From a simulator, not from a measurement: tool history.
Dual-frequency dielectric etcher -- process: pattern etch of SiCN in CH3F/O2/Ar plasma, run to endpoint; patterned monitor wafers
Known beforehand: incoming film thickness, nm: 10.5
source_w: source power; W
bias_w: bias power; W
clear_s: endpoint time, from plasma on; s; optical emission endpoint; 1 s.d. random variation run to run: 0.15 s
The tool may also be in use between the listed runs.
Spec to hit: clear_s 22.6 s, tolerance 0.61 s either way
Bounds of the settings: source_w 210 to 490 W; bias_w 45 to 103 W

| run | day | source_w | bias_w | clear_s |
|---|---|---|---|---|
| 1 | 0 | 350 | 74 | 27.176 |
| 2 | 0.296 | 350 | 85 | 25.431 |
| 3 | 0.542 | 370 | 86 | 24.998 |
| 4 | 0.638 | 320 | 86 | 26.621 |
| 5 | 0.704 | 340 | 87 | 25.224 |
| 6 | 0.804 | 340 | 78 | 27.14 |
| 7 | 1.162 | 340 | 78 | 26.788 |
| 8 | 1.379 | 360 | 79 | 26.158 |
| 9 | 1.492 | 380 | 80 | 25.483 |
| 10 | 1.604 | 380 | 80 | 25.298 |
| 11 | 1.738 | 390 | 81 | 24.948 |
| 12 | 1.8 | 400 | 82 | 24.636 |
| 13 | 1.879 | 410 | 83 | 24.254 |
| 14 | 1.958 | 420 | 84 | 23.707 |
| 15 | 2.296 | 430 | 84 | 23.656 |

Which single option among these 4 for the next run brings every result within its allowed miss of target? Just one does.
| A | 2.633 | 470 | 102 | ? |
| B | 2.633 | 460 | 86 | ? |
| C | 2.633 | 460 | 103 | ? |
| D | 2.633 | 480 | 99 | ? |

| move | clear_s |
|---|---|
| A | 20.887 |
| B | 22.819 |
| C | 20.975 |
| D | 20.999 |
A: pushes the last run's worst result past its target
B: each result inside its tolerance
C: pushes the last run's worst result past its target
D: pushes the last run's worst result past its target
B meets every target.

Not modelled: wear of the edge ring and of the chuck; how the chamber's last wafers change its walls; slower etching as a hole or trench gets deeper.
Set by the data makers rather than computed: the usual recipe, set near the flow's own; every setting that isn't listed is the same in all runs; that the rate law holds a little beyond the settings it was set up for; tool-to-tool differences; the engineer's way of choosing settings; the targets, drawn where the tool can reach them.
